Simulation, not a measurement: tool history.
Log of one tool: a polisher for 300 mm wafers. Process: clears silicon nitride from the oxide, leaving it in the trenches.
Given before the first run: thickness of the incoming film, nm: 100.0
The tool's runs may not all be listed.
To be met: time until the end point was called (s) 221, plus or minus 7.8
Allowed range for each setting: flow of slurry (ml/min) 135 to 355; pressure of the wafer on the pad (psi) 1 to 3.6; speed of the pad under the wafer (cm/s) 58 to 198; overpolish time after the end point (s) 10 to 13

run	hour	flow of slurry (ml/min)	pressure of the wafer on the pad (psi)	speed of the pad under the wafer (cm/s)	overpolish time after the end point (s)	time until the end point was called (s)
1	0	225	2.3	128	13	119.06
2	2.2	225	2.3	118	13	125.22
3	4.4	225	2.3	98	13	151.31
4	12.7	225	2.2	98	13	157.7
5	21.6	225	2.2	116	13	133.41
6	24.5	225	2.2	104	13	150.18
# hour 28.5: head pressure recalibrated
7	28.5	225	2.1	104	13	142.52
8	34.2	225	2.1	104	13	144.38
9	38.8	220	2.1	100	13	149.03
10	41.6	225	2	96	13	163.83
11	48.8	225	1.9	96	13	170.81
12	56.1	225	1.8	96	13	180.05
13	64.7	225	1.7	96	13	189.64
14	70.5	225	1.5	96	13	212.23

Which single option among these 5 for the next run brings every result within its allowed miss of target? Just one does.
A	76.3	210	1.4	92	13	?
B	76.3	265	1.3	114	13	?
C	76.3	240	1.8	86	11	?
D	76.3	240	1.2	114	10	?
E	76.3	260	1.5	82	11	?

move	time until the end point was called (s)
A	237.8
B	203.15
C	196.01
D	221.44
E	241.92
A: takes the result that was furthest off past its target
B: moves away from the targets compared with the last run
C: moves away from the targets compared with the last run
D: every result within its allowed miss
E: takes the result that was furthest off past its target
D is the move that brings every result within its allowed miss.
